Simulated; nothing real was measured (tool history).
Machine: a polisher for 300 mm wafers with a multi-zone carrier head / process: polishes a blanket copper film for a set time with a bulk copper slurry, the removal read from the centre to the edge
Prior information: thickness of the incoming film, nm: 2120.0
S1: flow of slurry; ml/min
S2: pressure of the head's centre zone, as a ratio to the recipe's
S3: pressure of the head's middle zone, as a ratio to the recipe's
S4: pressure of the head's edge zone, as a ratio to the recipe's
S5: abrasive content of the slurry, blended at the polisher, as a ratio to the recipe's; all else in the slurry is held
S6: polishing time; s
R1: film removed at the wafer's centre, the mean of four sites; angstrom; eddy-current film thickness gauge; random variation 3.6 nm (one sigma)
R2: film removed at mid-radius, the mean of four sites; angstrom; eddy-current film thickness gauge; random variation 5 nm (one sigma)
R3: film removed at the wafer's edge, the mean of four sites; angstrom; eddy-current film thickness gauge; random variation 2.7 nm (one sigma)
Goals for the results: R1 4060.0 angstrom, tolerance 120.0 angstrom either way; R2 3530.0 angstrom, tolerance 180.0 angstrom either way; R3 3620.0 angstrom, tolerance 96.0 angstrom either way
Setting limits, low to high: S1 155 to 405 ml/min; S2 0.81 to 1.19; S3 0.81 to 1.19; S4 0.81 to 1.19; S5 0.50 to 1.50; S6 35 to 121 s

{"run": 1, "hour": 0.0, "S1": 260, "S2": 1.0, "S3": 1.0, "S4": 1.0, "S5": 1.0, "S6": 78, "R1": 6521.8, "R2": 6431.2, "R3": 6390.9}
{"run": 2, "hour": 2.9, "S1": 260, "S2": 1.0, "S3": 1.07, "S4": 1.0, "S5": 1.0, "S6": 78, "R1": 6480.8, "R2": 6923.6, "R3": 6310.6}
{"run": 3, "hour": 3.9, "S1": 260, "S2": 1.0, "S3": 1.07, "S4": 1.0, "S5": 0.9, "S6": 78, "R1": 6292.8, "R2": 6570.3, "R3": 6288.8}
{"run": 4, "hour": 7.1, "S1": 265, "S2": 1.03, "S3": 1.06, "S4": 0.96, "S5": 0.8, "S6": 67, "R1": 5494.2, "R2": 5680.0, "R3": 5240.1}
{"run": 5, "hour": 13.7, "S1": 265, "S2": 1.05, "S3": 1.01, "S4": 0.93, "S5": 0.7, "S6": 60, "R1": 4901.6, "R2": 4926.6, "R3": 4456.3}
{"run": 6, "hour": 15.9, "S1": 265, "S2": 1.05, "S3": 0.97, "S4": 0.93, "S5": 0.7, "S6": 60, "R1": 4999.4, "R2": 4437.6, "R3": 4526.3}
{"run": 7, "hour": 23.9, "S1": 265, "S2": 1.05, "S3": 0.97, "S4": 0.93, "S5": 0.7, "S6": 60, "R1": 4914.5, "R2": 4734.7, "R3": 4466.2}
{"run": 8, "hour": 31.2, "S1": 240, "S2": 1.03, "S3": 0.87, "S4": 0.83, "S5": 0.5, "S6": 49, "R1": 3717.1, "R2": 3216.5, "R3": 3342.0}
{"run": 9, "hour": 31.8, "S1": 260, "S2": 1.04, "S3": 0.88, "S4": 0.85, "S5": 0.5, "S6": 49, "R1": 3905.1, "R2": 3320.6, "R3": 3312.3}
{"run": 10, "hour": 34.3, "S1": 255, "S2": 1.04, "S3": 0.89, "S4": 0.88, "S5": 0.5, "S6": 49, "R1": 3831.0, "R2": 3316.8, "R3": 3414.7}

Which single option among these 5 for the next run brings every result within its allowed miss of target? Just one does.
{"run": "A", "hour": 36.8, "S1": 280, "S2": 1.14, "S3": 0.81, "S4": 0.87, "S5": 0.5, "S6": 49, "R1": "?", "R2": "?", "R3": "?"}
{"run": "B", "hour": 36.8, "S1": 225, "S2": 1.12, "S3": 0.82, "S4": 0.92, "S5": 0.55, "S6": 51, "R1": "?", "R2": "?", "R3": "?"}
{"run": "C", "hour": 36.8, "S1": 210, "S2": 0.99, "S3": 1.0, "S4": 0.9, "S5": 0.6, "S6": 50, "R1": "?", "R2": "?", "R3": "?"}
{"run": "D", "hour": 36.8, "S1": 200, "S2": 1.1, "S3": 0.95, "S4": 0.96, "S5": 0.5, "S6": 51, "R1": "?", "R2": "?", "R3": "?"}
{"run": "E", "hour": 36.8, "S1": 300, "S2": 1.12, "S3": 0.9, "S4": 0.81, "S5": 0.5, "S6": 50, "R1": "?", "R2": "?", "R3": "?"}

move=A R1=4214.6 R2=3146.8 R3=3434.9
move=B R1=4250.1 R2=3271.4 R3=3647.2
move=C R1=3692.7 R2=3796.8 R3=3550.1
move=D R1=4061.6 R2=3598.6 R3=3630.7
move=E R1=4257.9 R2=3525.1 R3=3408.4
A: no nearer and no further than the last run
B: gets the furthest-off result to its target, but another result is out of tolerance
C: gets the furthest-off result to its target, but another result is out of tolerance
D: all results land within tolerance of their targets
E: no nearer and no further than the last run
Answer: D

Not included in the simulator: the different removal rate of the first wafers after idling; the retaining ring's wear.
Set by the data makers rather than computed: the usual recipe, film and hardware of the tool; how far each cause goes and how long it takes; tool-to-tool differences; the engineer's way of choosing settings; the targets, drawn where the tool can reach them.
